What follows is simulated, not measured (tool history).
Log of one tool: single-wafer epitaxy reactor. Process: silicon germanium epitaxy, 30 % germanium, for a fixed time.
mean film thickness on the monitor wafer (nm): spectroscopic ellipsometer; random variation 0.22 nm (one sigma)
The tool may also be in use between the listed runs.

run  hour  wafer temperature setpoint (pyrometer-controlled) (°C)  chamber pressure (mTorr)  mean film thickness on the monitor wafer (nm)
  1   0.0                                                     605                     17500                                         61.978
  2   1.8                                                     602                     17100                                         58.269
  3   4.9                                                     599                     16700                                         53.275
  4   6.8                                                     607                     16700                                         63.137
  5  15.6                                                     604                     16600                                         59.838
  6  22.9                                                     601                     16500                                         55.752
  7  31.0                                                     599                     16500                                         53.580
  8  35.9                                                     597                     16500                                         51.627

Expected results for the next run?
  9  44.8                                                     585                     14800                                              ?

Run 9 produced mean film thickness on the monitor wafer (nm) 37.826.
